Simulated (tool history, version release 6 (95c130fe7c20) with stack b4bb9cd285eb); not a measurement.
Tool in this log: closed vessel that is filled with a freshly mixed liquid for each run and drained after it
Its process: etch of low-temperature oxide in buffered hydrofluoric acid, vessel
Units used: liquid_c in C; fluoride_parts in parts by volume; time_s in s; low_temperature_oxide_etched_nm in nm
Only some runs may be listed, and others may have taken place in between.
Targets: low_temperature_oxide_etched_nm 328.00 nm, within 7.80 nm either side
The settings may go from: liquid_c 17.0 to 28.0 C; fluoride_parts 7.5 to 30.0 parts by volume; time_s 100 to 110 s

| run | hour | liquid_c | fluoride_parts | time_s | low_temperature_oxide_etched_nm |
|---|---|---|---|---|---|
| 1 | 0.0 | 20.0 | 22.0 | 100 | 182.96 |
| 2 | 6.5 | 20.0 | 16.5 | 100 | 237.08 |
| 3 | 12.3 | 20.0 | 20.5 | 100 | 191.28 |
| 4 | 19.3 | 20.0 | 27.0 | 100 | 159.37 |
| 5 | 27.6 | 20.0 | 22.5 | 100 | 179.34 |
| 6 | 36.2 | 20.0 | 22.5 | 110 | 199.79 |
| 7 | 42.7 | 22.0 | 22.0 | 110 | 225.59 |
| 8 | 49.1 | 26.0 | 19.5 | 110 | 305.75 |
| 9 | 56.2 | 26.5 | 19.5 | 110 | 316.15 |

Which of these 4 next moves meets every target?
| A | 63.3 | 26.0 | 18.0 | 100 | ? |
| B | 63.3 | 27.0 | 21.5 | 110 | ? |
| C | 63.3 | 25.0 | 16.5 | 105 | ? |
| D | 63.3 | 25.5 | 17.5 | 100 | ? |

| move | low_temperature_oxide_etched_nm |
|---|---|
| A | 301.27 |
| B | 300.01 |
| C | 326.45 |
| D | 301.48 |
A: lands further from the targets than the last run did
B: lands further from the targets than the last run did
C: each result inside its tolerance
D: lands further from the targets than the last run did
The right move is C.

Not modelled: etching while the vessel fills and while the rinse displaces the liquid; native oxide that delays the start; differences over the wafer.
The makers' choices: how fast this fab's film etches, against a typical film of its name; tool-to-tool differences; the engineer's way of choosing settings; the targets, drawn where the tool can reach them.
